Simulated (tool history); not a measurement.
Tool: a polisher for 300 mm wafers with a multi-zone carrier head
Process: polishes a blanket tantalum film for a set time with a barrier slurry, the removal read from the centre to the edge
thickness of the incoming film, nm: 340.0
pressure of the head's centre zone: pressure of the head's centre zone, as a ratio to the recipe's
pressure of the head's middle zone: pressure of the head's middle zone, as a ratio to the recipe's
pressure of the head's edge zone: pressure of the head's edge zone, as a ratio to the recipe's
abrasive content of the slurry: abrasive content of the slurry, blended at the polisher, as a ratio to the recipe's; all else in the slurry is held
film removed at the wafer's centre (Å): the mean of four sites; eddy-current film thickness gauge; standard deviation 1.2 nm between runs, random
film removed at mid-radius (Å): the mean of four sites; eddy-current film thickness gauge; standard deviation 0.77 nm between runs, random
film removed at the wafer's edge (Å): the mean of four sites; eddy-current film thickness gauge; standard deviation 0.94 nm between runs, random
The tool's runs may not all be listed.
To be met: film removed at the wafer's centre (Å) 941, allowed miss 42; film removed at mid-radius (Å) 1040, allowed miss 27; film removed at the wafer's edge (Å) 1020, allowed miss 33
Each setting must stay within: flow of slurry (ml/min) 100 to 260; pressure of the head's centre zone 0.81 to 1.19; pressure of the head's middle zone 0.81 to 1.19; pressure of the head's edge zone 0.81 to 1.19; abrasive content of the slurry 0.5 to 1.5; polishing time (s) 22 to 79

| run | hour | flow of slurry (ml/min) | pressure of the head's centre zone | pressure of the head's middle zone | pressure of the head's edge zone | abrasive content of the slurry | polishing time (s) | film removed at the wafer's centre (Å) | film removed at mid-radius (Å) | film removed at the wafer's edge (Å) |
|---|---|---|---|---|---|---|---|---|---|---|
| 1 | 0 | 165 | 1 | 1 | 1 | 1 | 50 | 812.68 | 783.7 | 783.53 |
| 2 | 2.2 | 175 | 0.99 | 1.02 | 1.03 | 1.1 | 50 | 839.67 | 824.8 | 832.35 |
| 3 | 5.3 | 175 | 0.99 | 1.02 | 1.03 | 1.3 | 50 | 880.2 | 878.82 | 908.5 |
| 4 | 10.4 | 185 | 0.99 | 1.04 | 1.04 | 1.3 | 50 | 904.39 | 891.56 | 906.2 |
| 5 | 15.4 | 185 | 0.99 | 1.04 | 1.04 | 1.3 | 41 | 748.97 | 734.79 | 731.04 |
| 6 | 21.3 | 185 | 0.99 | 1.04 | 1.04 | 1.2 | 41 | 706.06 | 710.64 | 721.12 |
| 7 | 23 | 190 | 0.99 | 1.07 | 1.06 | 1.25 | 43 | 781.66 | 789.57 | 765.34 |
| 8 | 31 | 190 | 0.99 | 1.07 | 1.06 | 1.25 | 43 | 767.7 | 778.26 | 779.57 |
| 9 | 35 | 195 | 0.99 | 1.09 | 1.07 | 1.3 | 44 | 799.45 | 831.57 | 795.52 |
| 10 | 37.2 | 195 | 0.98 | 1.09 | 1.09 | 1.35 | 45 | 802.32 | 847.12 | 830.74 |
| 11 | 45.6 | 195 | 0.98 | 1.09 | 1.09 | 1.35 | 45 | 829.59 | 865.34 | 836.76 |
| 12 | 51.1 | 195 | 0.97 | 1.09 | 1.11 | 1.4 | 46 | 845.71 | 895.99 | 868.83 |
| 13 | 54.2 | 195 | 0.97 | 1.09 | 1.11 | 1.4 | 46 | 852 | 887.03 | 882.73 |
| 14 | 57.2 | 200 | 0.96 | 1.1 | 1.12 | 1.4 | 47 | 853.95 | 923.05 | 899.22 |

Exactly one of the 5 candidate moves below puts every result within its allowed miss. Which one?
| A | 60.2 | 200 | 1.09 | 1.07 | 1.18 | 1.35 | 52 | ? | ? | ? |
| B | 60.2 | 205 | 0.87 | 1.02 | 1.19 | 1.45 | 56 | ? | ? | ? |
| C | 60.2 | 175 | 0.92 | 1.01 | 1.19 | 1.45 | 55 | ? | ? | ? |
| D | 60.2 | 170 | 1 | 0.94 | 1.1 | 1.3 | 60 | ? | ? | ? |
| E | 60.2 | 230 | 0.9 | 1.07 | 1.08 | 1.15 | 57 | ? | ? | ? |

| move | film removed at the wafer's centre (Å) | film removed at mid-radius (Å) | film removed at the wafer's edge (Å) |
|---|---|---|---|
| A | 1030.7 | 975.25 | 1026 |
| B | 960.01 | 1032.2 | 1134.8 |
| C | 953.87 | 979.56 | 1093.5 |
| D | 1067.9 | 971.47 | 1109 |
| E | 952.57 | 1038.6 | 1038 |
A: nearer the targets than the last run, but a result is still out of spec
B: the furthest-off result lands on target, but another misses its tolerance
C: nearer the targets than the last run, but a result is still out of spec
D: nearer the targets than the last run, but a result is still out of spec
E: every result lands within tolerance
Move E is the one to make.

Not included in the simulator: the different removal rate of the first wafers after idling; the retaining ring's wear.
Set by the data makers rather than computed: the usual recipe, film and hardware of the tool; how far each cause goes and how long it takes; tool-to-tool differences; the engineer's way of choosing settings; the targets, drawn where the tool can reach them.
